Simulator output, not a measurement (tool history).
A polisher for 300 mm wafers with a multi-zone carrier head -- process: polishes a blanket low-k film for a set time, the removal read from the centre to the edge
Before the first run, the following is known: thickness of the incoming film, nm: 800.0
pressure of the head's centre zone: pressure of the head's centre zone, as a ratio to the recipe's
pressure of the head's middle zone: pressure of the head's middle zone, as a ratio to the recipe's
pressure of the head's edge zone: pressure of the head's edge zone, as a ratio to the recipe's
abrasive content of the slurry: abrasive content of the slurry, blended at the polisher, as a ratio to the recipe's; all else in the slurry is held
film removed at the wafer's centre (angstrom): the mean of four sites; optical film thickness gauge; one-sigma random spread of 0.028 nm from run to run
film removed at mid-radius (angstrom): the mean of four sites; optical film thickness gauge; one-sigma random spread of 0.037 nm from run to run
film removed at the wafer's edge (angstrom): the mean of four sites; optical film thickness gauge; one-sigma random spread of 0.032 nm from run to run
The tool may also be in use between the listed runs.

run	hour	flow of slurry (ml/min)	pressure of the head's centre zone	pressure of the head's middle zone	pressure of the head's edge zone	abrasive content of the slurry	polishing time (s)	film removed at the wafer's centre (angstrom)	film removed at mid-radius (angstrom)	film removed at the wafer's edge (angstrom)
1	0	125	1	1	1	1	45	89.725	89.645	91.734
2	2.5	125	1	1	1	1	36	71.877	72.178	72.989
3	6	125	1	1	0.95	1	36	72.598	74.485	70.633
4	8.1	125	1	1	0.95	0.9	36	67	68.928	66.603
5	16.2	120	1	0.98	0.94	0.85	34	60.432	61.856	60.823
6	22.1	115	1	0.96	0.93	0.8	33	56.112	57.057	55.395
7	27.7	110	1	0.94	0.94	0.75	32	51.085	51.47	50.959
8	33	105	1	0.93	0.95	0.7	31	47.196	44.883	47.073
9	38.8	100	0.99	0.92	0.94	0.7	31	45.467	44.622	46.758
10	47.3	100	0.99	0.91	0.93	0.7	31	44.928	43.329	46.571
11	52.5	100	0.99	0.9	0.92	0.7	31	45.076	43.164	45.867

What will run 12 give?
12	54.3	100	0.98	0.89	0.91	0.7	31	?	?	?

{"run 12": {"film removed at the wafer's centre (angstrom)": 44.25, "film removed at mid-radius (angstrom)": 44.044, "film removed at the wafer's edge (angstrom)": 46.897}}

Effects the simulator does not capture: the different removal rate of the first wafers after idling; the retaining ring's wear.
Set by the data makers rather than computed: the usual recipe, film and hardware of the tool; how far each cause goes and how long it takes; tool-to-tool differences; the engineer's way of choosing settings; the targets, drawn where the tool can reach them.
